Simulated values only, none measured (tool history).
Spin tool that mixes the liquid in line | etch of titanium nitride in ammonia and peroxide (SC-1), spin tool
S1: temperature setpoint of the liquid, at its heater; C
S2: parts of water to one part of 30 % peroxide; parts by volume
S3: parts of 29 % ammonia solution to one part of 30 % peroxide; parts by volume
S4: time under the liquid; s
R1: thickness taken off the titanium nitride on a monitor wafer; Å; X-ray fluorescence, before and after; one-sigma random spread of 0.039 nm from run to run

run 1 hour=0.0 | S1=53.0 S2=7.5 S3=0.5 S4=65 | R1=96.455
run 2 hour=0.7 | S1=49.5 S2=7.5 S3=0.5 S4=65 | R1=76.603
run 3 hour=4.1 | S1=47.0 S2=7.5 S3=0.5 S4=65 | R1=63.320
run 4 hour=12.7 | S1=45.5 S2=7.5 S3=0.5 S4=65 | R1=56.859
run 5 hour=21.0 | S1=48.0 S2=7.5 S3=0.5 S4=65 | R1=67.428
run 6 hour=28.9 | S1=48.0 S2=7.5 S3=0.4 S4=65 | R1=65.373
run 7 hour=37.1 | S1=46.5 S2=7.5 S3=0.4 S4=65 | R1=58.630
run 8 hour=41.1 | S1=45.5 S2=7.5 S3=0.4 S4=65 | R1=54.771

For run 9, what comes out?
run 9 hour=46.4 | S1=45.5 S2=7.5 S3=0.4 S4=65 | R1=?

{"run 9": {"R1": 54.677}}

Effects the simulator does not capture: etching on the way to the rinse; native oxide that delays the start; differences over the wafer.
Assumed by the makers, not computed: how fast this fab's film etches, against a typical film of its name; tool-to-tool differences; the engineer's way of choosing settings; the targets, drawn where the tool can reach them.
